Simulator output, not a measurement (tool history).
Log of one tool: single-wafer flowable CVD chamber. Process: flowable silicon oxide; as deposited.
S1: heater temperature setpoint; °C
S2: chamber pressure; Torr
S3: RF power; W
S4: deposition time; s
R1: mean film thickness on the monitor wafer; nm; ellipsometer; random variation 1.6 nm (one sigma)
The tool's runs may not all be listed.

| run | hour | S1 | S2 | S3 | S4 | R1 |
|---|---|---|---|---|---|---|
| 1 | 0 | 105 | 0.622 | 2055 | 783 | 286.86 |
| 2 | 5.4 | 105 | 0.622 | 2055 | 783 | 287.61 |
| 3 | 9.9 | 105 | 0.622 | 1865 | 783 | 278.13 |
| 4 | 10.6 | 98 | 0.622 | 1865 | 783 | 342.3 |
| 5 | 13.9 | 95 | 0.622 | 1865 | 783 | 373.24 |
| 6 | 19.9 | 95 | 0.662 | 1865 | 783 | 394.02 |

Run 7 comes next. What will it give?
| 7 | 26 | 94 | 0.662 | 1865 | 783 | ? |

R1: 406.9 nm
